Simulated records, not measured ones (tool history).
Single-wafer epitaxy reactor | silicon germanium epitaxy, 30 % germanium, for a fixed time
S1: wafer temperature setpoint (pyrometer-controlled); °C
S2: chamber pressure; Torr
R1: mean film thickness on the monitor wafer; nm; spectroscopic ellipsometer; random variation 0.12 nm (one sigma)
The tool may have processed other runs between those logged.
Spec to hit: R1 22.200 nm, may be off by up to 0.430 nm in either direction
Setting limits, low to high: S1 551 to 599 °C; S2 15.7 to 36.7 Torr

run,hour,S1,S2,R1
1,0.0,575,26.2,32.719
2,5.0,569,26.2,28.818
3,12.5,569,24.3,27.562
4,18.2,569,27.4,29.317
5,22.5,569,30.4,30.675
6,28.7,569,34.7,32.657
# hour 30.4: pyrometer calibrated
7,30.4,569,34.7,36.897
8,32.9,563,33.4,31.656
9,33.6,559,30.3,27.729
10,41.6,556,28.6,25.146

Exercise: of the 5 proposed moves below, exactly one satisfies all targets within the stated allowed misses. Which move is it?
A,49.6,561,31.3,?
B,49.6,566,23.2,?
C,49.6,563,25.2,?
D,49.6,560,34.6,?
E,49.6,554,24.3,?

move,R1
A,29.434
B,28.912
C,28.020
D,30.038
E,22.400
A: the biggest miss grows against the last run
B: the biggest miss grows against the last run
C: the biggest miss grows against the last run
D: the biggest miss grows against the last run
E: hits every target within its allowed miss
Correct choice: E, which meets every target

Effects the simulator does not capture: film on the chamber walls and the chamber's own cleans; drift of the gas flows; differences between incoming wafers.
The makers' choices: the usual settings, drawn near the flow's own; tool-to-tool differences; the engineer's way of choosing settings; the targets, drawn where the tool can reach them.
